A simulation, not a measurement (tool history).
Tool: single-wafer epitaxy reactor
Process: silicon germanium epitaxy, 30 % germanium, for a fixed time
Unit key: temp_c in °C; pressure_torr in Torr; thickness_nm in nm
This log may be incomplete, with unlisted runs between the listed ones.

run	hour	temp_c	pressure_torr	thickness_nm
1	0	585	15.9	37.086
2	8.2	589	15.9	40.37
3	12.5	581	15.9	33.793
4	16.3	572	15.9	27.601
5	18.3	582	15.9	34.556
# hour 23.2: capacitance manometer re-zeroed and calibrated
6	23.2	586	15.9	39.152
7	28	588	15.9	40.712

Expected results for the next run?
8	30.1	596	16	?

thickness_nm: 48.634 nm
